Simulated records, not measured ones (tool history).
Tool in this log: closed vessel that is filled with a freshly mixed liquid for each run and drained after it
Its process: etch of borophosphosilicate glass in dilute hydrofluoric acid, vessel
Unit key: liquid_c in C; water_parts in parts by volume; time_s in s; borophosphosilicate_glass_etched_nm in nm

run,hour,liquid_c,water_parts,time_s,borophosphosilicate_glass_etched_nm
1,0.0,21.0,110,105,29.681
2,6.2,21.0,130,105,24.181
3,14.8,22.0,125,105,26.770
4,19.2,23.0,120,105,29.369
5,26.1,19.5,120,105,25.373
6,28.5,21.0,120,105,26.989

Run 7, settings as shown, results not yet in. Your forecast:
7,36.6,22.0,115,105,?

{"run 7": {"borophosphosilicate_glass_etched_nm": 29.935}}

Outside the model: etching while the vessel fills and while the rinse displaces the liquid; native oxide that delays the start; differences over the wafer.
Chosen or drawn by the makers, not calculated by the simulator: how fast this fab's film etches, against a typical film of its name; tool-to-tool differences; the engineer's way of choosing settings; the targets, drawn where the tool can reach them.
